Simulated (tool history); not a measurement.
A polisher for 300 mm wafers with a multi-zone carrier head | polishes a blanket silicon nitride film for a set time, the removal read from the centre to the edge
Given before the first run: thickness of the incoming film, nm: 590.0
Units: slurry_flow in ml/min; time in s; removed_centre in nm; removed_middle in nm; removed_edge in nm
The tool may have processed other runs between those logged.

run 1 hour=0.0 | slurry_flow=195 centre_zone=1.00 middle_zone=1.00 edge_zone=1.00 time=63 | removed_centre=133.56 removed_middle=138.59 removed_edge=131.89
run 2 hour=5.7 | slurry_flow=205 centre_zone=1.00 middle_zone=0.99 edge_zone=1.06 time=68 | removed_centre=149.76 removed_middle=148.91 removed_edge=147.79
run 3 hour=8.3 | slurry_flow=185 centre_zone=1.00 middle_zone=0.99 edge_zone=1.06 time=68 | removed_centre=144.62 removed_middle=145.09 removed_edge=148.98
run 4 hour=10.2 | slurry_flow=185 centre_zone=1.00 middle_zone=0.93 edge_zone=1.06 time=68 | removed_centre=150.28 removed_middle=140.19 removed_edge=147.22
run 5 hour=17.6 | slurry_flow=185 centre_zone=1.00 middle_zone=0.95 edge_zone=1.09 time=71 | removed_centre=146.97 removed_middle=148.80 removed_edge=156.11
run 6 hour=21.3 | slurry_flow=185 centre_zone=1.00 middle_zone=0.95 edge_zone=1.04 time=71 | removed_centre=153.46 removed_middle=148.43 removed_edge=153.93

Run 7 is up next; what results do you expect?
run 7 hour=22.5 | slurry_flow=190 centre_zone=1.00 middle_zone=0.95 edge_zone=1.07 time=73 | removed_centre=? removed_middle=? removed_edge=?

removed_centre: 157.01 nm
removed_middle: 153.80 nm
removed_edge: 159.31 nm
